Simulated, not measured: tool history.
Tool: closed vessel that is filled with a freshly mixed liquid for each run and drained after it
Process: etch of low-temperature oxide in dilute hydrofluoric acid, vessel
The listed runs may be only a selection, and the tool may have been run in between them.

run	hour	temperature setpoint of the liquid (K)	parts of water to one part of 49 % hydrofluoric acid (parts by volume)	time in the liquid (s)	thickness taken off the low-temperature oxide on a monitor wafer (nm)
1	0.0	296.15	255	140	14.223
2	2.2	297.65	235	140	16.673
3	5.3	297.65	235	105	12.430
4	10.2	297.65	235	105	12.470
5	17.9	297.65	235	140	16.631
6	23.7	295.65	235	140	15.582
7	28.2	297.15	210	140	18.712
8	32.6	298.15	195	140	21.332

What does the tool deliver on the next run?
9	41.1	299.15	185	140	?

{"run 9": {"thickness taken off the low-temperature oxide on a monitor wafer (nm)": 23.519}}

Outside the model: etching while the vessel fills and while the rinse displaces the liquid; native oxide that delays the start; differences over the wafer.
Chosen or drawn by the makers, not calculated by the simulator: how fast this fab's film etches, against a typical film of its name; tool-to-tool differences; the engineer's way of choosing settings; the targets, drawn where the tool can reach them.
